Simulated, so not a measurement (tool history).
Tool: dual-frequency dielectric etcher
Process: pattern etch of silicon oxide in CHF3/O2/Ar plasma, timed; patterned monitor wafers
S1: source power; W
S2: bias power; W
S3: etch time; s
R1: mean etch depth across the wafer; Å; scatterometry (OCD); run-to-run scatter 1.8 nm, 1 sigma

run  hour   S1   S2     S3      R1
  1     0  780  208    279  6528.3
  2   7.1  780  188    279  6322.9
  3  11.7  780  188  254.5  5764.2
  4    15  780  188    279  6329.1
  5    21  780  188    279  6314.6
  6  27.1  780  152    279  5890.5
  7  35.3  850  164    279  6285.7
  8  39.5  900  169    279  6561.4

The next listed run, before its measurement:
  9  45.3  940  172  279   ?

R1: 6745 Å
